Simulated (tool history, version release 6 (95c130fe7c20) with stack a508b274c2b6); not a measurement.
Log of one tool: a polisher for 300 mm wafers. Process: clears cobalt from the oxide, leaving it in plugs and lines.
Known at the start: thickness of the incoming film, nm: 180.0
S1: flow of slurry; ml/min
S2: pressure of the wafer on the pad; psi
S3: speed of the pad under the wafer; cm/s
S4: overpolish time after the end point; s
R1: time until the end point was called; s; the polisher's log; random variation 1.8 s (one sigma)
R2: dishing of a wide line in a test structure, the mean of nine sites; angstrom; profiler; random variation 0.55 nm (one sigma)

run,hour,S1,S2,S3,S4,R1,R2
1,0.0,290,1.2,112,17,52.018,431.52
2,8.3,290,1.0,110,17,64.701,372.01
3,9.2,360,1.0,110,17,62.941,385.92
4,11.9,360,1.0,110,10,62.587,255.66
5,13.8,405,1.0,110,10,63.219,251.50
6,14.4,405,0.9,108,12,69.470,272.31
7,16.1,405,0.8,108,13,77.864,266.54
8,17.3,405,0.8,108,14,77.244,270.29

The next listed run, before its measurement:
9,21.1,405,0.8,106,15,?,?

{"run 9": {"R1": 76.573, "R2": 291.66}}
